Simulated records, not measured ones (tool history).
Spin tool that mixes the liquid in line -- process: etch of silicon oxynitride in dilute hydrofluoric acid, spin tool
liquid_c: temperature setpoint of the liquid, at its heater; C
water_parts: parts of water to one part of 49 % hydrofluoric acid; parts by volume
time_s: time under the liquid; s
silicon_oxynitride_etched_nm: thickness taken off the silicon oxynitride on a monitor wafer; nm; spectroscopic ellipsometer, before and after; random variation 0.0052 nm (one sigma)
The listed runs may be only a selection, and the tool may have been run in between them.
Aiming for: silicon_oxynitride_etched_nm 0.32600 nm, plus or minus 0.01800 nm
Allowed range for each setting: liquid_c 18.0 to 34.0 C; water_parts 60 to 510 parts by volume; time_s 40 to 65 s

{"run": 1, "hour": 0.0, "liquid_c": 26.0, "water_parts": 285, "time_s": 65, "silicon_oxynitride_etched_nm": 0.50899}
{"run": 2, "hour": 6.8, "liquid_c": 24.5, "water_parts": 300, "time_s": 65, "silicon_oxynitride_etched_nm": 0.45493}
{"run": 3, "hour": 10.9, "liquid_c": 23.5, "water_parts": 310, "time_s": 65, "silicon_oxynitride_etched_nm": 0.40915}
{"run": 4, "hour": 13.3, "liquid_c": 20.0, "water_parts": 310, "time_s": 65, "silicon_oxynitride_etched_nm": 0.355}
{"run": 5, "hour": 20.0, "liquid_c": 23.0, "water_parts": 310, "time_s": 65, "silicon_oxynitride_etched_nm": 0.38959}
{"run": 6, "hour": 29.0, "liquid_c": 22.0, "water_parts": 310, "time_s": 65, "silicon_oxynitride_etched_nm": 0.3961}
{"run": 7, "hour": 30.1, "liquid_c": 21.5, "water_parts": 315, "time_s": 65, "silicon_oxynitride_etched_nm": 0.37061}
{"run": 8, "hour": 38.4, "liquid_c": 21.0, "water_parts": 315, "time_s": 65, "silicon_oxynitride_etched_nm": 0.36213}
{"run": 9, "hour": 47.0, "liquid_c": 20.5, "water_parts": 315, "time_s": 65, "silicon_oxynitride_etched_nm": 0.34385}
{"run": 10, "hour": 52.5, "liquid_c": 20.0, "water_parts": 315, "time_s": 65, "silicon_oxynitride_etched_nm": 0.34726}

Of the 5 settings listed for the next run, only one would bring every result within its allowed miss of target. Which one?
{"run": "A", "hour": 58.0, "liquid_c": 20.5, "water_parts": 340, "time_s": 65, "silicon_oxynitride_etched_nm": "?"}
{"run": "B", "hour": 58.0, "liquid_c": 18.0, "water_parts": 275, "time_s": 65, "silicon_oxynitride_etched_nm": "?"}
{"run": "C", "hour": 58.0, "liquid_c": 21.0, "water_parts": 295, "time_s": 65, "silicon_oxynitride_etched_nm": "?"}
{"run": "D", "hour": 58.0, "liquid_c": 20.0, "water_parts": 295, "time_s": 65, "silicon_oxynitride_etched_nm": "?"}
{"run": "E", "hour": 58.0, "liquid_c": 20.5, "water_parts": 295, "time_s": 65, "silicon_oxynitride_etched_nm": "?"}

move=A silicon_oxynitride_etched_nm=0.32418
move=B silicon_oxynitride_etched_nm=0.37237
move=C silicon_oxynitride_etched_nm=0.39246
move=D silicon_oxynitride_etched_nm=0.37549
move=E silicon_oxynitride_etched_nm=0.38390
A: all results in spec
B: misses by more than the last run did
C: misses by more than the last run did
D: misses by more than the last run did
E: misses by more than the last run did
Answer: A
